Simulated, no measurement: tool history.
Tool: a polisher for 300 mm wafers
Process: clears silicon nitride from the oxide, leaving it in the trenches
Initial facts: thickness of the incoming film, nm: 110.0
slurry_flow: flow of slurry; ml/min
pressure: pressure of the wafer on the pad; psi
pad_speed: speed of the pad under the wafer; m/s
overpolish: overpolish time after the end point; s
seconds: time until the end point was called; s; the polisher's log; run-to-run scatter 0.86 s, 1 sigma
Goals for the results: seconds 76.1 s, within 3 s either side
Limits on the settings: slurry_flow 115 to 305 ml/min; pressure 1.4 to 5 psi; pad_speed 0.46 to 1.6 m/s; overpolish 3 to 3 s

{"run": 1, "day": 0.0, "slurry_flow": 195, "pressure": 3.2, "pad_speed": 1.02, "overpolish": 3, "seconds": 107.87}
{"run": 2, "day": 0.346, "slurry_flow": 195, "pressure": 2.5, "pad_speed": 1.02, "overpolish": 3, "seconds": 132.72}
{"run": 3, "day": 0.417, "slurry_flow": 195, "pressure": 2.9, "pad_speed": 1.02, "overpolish": 3, "seconds": 116.94}
{"run": 4, "day": 0.562, "slurry_flow": 195, "pressure": 2.9, "pad_speed": 1.24, "overpolish": 3, "seconds": 95.056}
{"run": 5, "day": 0.921, "slurry_flow": 195, "pressure": 2.9, "pad_speed": 1.24, "overpolish": 3, "seconds": 95.74}
{"run": 6, "day": 1.008, "slurry_flow": 195, "pressure": 2.4, "pad_speed": 1.24, "overpolish": 3, "seconds": 117.35}
{"run": 7, "day": 1.275, "slurry_flow": 195, "pressure": 2.7, "pad_speed": 1.24, "overpolish": 3, "seconds": 101.68}
{"run": 8, "day": 1.458, "slurry_flow": 195, "pressure": 2.9, "pad_speed": 1.24, "overpolish": 3, "seconds": 96.918}
{"run": 9, "day": 1.708, "slurry_flow": 195, "pressure": 3.1, "pad_speed": 1.24, "overpolish": 3, "seconds": 90.017}
{"run": 10, "day": 1.808, "slurry_flow": 195, "pressure": 3.2, "pad_speed": 1.24, "overpolish": 3, "seconds": 89.247}
{"day": 1.975, "done": "worn pad replaced by a new one"}
{"run": 11, "day": 1.975, "slurry_flow": 195, "pressure": 3.3, "pad_speed": 1.24, "overpolish": 3, "seconds": 81.148}

Which single option among these 5 for the next run brings every result within its allowed miss of target? Just one does.
{"run": "A", "day": 2.142, "slurry_flow": 200, "pressure": 4.4, "pad_speed": 1.1, "overpolish": 3, "seconds": "?"}
{"run": "B", "day": 2.142, "slurry_flow": 190, "pressure": 3.1, "pad_speed": 1.22, "overpolish": 3, "seconds": "?"}
{"run": "C", "day": 2.142, "slurry_flow": 115, "pressure": 3.4, "pad_speed": 1.44, "overpolish": 3, "seconds": "?"}
{"run": "D", "day": 2.142, "slurry_flow": 195, "pressure": 3.2, "pad_speed": 1.24, "overpolish": 3, "seconds": "?"}
{"run": "E", "day": 2.142, "slurry_flow": 260, "pressure": 3.3, "pad_speed": 1.12, "overpolish": 3, "seconds": "?"}

move=A seconds=67.638
move=B seconds=87.119
move=C seconds=75.427
move=D seconds=82.9
move=E seconds=85.272
A: the result that was furthest off in the last run now lies on the other side of its target
B: its largest miss is bigger than the last run's
C: all results in spec
D: its largest miss is bigger than the last run's
E: its largest miss is bigger than the last run's
Answer: C
